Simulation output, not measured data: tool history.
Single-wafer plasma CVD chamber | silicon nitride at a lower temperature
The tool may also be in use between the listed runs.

run  hour  heater temperature setpoint (K)  chamber pressure (mTorr)  RF power (W)  deposition time (s)  mean film thickness on the monitor wafer (angstrom)
  1   0.0                           613.15                      1340           400                 41.0                                               520.38
  2   7.0                           613.15                      1460           420                 41.1                                               565.50
  3  15.2                           613.15                      1560           425                 41.1                                               581.29
  4  24.2                           613.15                      1790           425                 41.1                                               610.99
  5  27.3                           613.15                      1790           365                 41.1                                               540.89
  6  35.1                           613.15                      1810           385                 41.2                                               567.77

Run 7 comes next. What will it give?
  7  43.2                           613.15                      1830           400                 41.3                                                    ?

Run 7 gave mean film thickness on the monitor wafer (angstrom) 592.27.
